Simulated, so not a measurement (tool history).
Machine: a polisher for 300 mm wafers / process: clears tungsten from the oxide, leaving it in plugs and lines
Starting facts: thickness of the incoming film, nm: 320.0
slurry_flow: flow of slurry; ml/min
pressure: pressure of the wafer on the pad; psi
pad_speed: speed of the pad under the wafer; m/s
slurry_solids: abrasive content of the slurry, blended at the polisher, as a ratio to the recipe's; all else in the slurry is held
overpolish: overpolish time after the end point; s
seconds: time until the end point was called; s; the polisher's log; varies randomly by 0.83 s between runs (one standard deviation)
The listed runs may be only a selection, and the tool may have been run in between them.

run	hour	slurry_flow	pressure	pad_speed	slurry_solids	overpolish	seconds
1	0	120	4.7	0.98	1	20	51.471
2	8.4	120	4.7	0.98	1	22	51.427
3	9.2	120	4.7	0.98	1	20	51.838
4	13.7	120	4.7	0.98	1	20	51.412
5	16.3	120	4.7	0.98	0.85	20	53.626
6	19.6	120	4.7	0.82	0.85	20	63.414

Run 7 is up next; what results do you expect?
7	23.4	115	4.6	0.82	0.85	20	?

Run 7 came out at seconds 64.704 s.
